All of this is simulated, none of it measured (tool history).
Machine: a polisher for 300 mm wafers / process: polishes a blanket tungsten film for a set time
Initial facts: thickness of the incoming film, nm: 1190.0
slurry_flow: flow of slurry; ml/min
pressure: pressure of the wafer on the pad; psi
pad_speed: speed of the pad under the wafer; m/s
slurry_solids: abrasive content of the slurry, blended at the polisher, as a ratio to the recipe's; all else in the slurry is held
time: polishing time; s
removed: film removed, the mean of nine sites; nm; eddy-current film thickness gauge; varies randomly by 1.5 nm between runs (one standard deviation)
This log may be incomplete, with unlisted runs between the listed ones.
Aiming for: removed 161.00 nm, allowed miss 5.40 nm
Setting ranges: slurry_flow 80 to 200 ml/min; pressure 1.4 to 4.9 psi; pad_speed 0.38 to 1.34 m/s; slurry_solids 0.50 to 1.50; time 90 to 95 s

Run 1, hour 0.0: slurry_flow 130 ml/min, pressure 3.1 psi, pad_speed 0.86 m/s, slurry_solids 1.00, time 90 s. Result: removed 315.86 nm.
Run 2, hour 5.0: slurry_flow 125 ml/min, pressure 2.7 psi, pad_speed 0.84 m/s, slurry_solids 1.00, time 90 s. Result: removed 268.91 nm.
Run 3, hour 13.4: slurry_flow 125 ml/min, pressure 3.4 psi, pad_speed 0.84 m/s, slurry_solids 1.00, time 90 s. Result: removed 327.07 nm.
Run 4, hour 22.0: slurry_flow 125 ml/min, pressure 3.1 psi, pad_speed 0.84 m/s, slurry_solids 1.00, time 90 s. Result: removed 304.08 nm.
Run 5, hour 29.3: slurry_flow 125 ml/min, pressure 3.1 psi, pad_speed 0.94 m/s, slurry_solids 1.00, time 90 s. Result: removed 343.38 nm.
Run 6, hour 32.4: slurry_flow 125 ml/min, pressure 3.1 psi, pad_speed 0.94 m/s, slurry_solids 1.00, time 90 s. Result: removed 340.35 nm.
Run 7, hour 37.4: slurry_flow 120 ml/min, pressure 2.7 psi, pad_speed 0.90 m/s, slurry_solids 1.00, time 90 s. Result: removed 278.61 nm.
Run 8, hour 40.2: slurry_flow 110 ml/min, pressure 2.4 psi, pad_speed 0.90 m/s, slurry_solids 1.00, time 90 s. Result: removed 243.01 nm.
Run 9, hour 48.5: slurry_flow 105 ml/min, pressure 2.2 psi, pad_speed 0.90 m/s, slurry_solids 1.00, time 90 s. Result: removed 224.91 nm.
Run 10, hour 56.7: slurry_flow 100 ml/min, pressure 2.0 psi, pad_speed 0.90 m/s, slurry_solids 1.00, time 90 s. Result: removed 202.76 nm.
Run 11, hour 62.2: slurry_flow 95 ml/min, pressure 1.9 psi, pad_speed 0.90 m/s, slurry_solids 1.00, time 90 s. Result: removed 188.10 nm.
Run 12, hour 68.5: slurry_flow 90 ml/min, pressure 1.8 psi, pad_speed 0.90 m/s, slurry_solids 1.00, time 90 s. Result: removed 173.16 nm.
Run 13, hour 72.4: slurry_flow 85 ml/min, pressure 1.8 psi, pad_speed 0.90 m/s, slurry_solids 1.00, time 90 s. Result: removed 176.18 nm.

4 next moves are on the table. One of them brings every result within its allowed miss. Which?
Run A, hour 76.3: slurry_flow 90 ml/min, pressure 1.8 psi, pad_speed 0.94 m/s, slurry_solids 0.95, time 95 s. Result: removed ?.
Run B, hour 76.3: slurry_flow 105 ml/min, pressure 1.5 psi, pad_speed 0.90 m/s, slurry_solids 1.10, time 90 s. Result: removed ?.
Run C, hour 76.3: slurry_flow 85 ml/min, pressure 1.8 psi, pad_speed 0.84 m/s, slurry_solids 1.00, time 95 s. Result: removed ?.
Run D, hour 76.3: slurry_flow 110 ml/min, pressure 1.5 psi, pad_speed 0.86 m/s, slurry_solids 1.05, time 90 s. Result: removed ?.

move  removed
   A   189.04
   B   158.14
   C   168.78
   D   151.14
A: misses by more than the last run did
B: every result lands within tolerance
C: closes in on the targets versus the last run, not all within tolerance yet
D: carries the result that was furthest off beyond its target, to the other side
The move that meets every target is B.

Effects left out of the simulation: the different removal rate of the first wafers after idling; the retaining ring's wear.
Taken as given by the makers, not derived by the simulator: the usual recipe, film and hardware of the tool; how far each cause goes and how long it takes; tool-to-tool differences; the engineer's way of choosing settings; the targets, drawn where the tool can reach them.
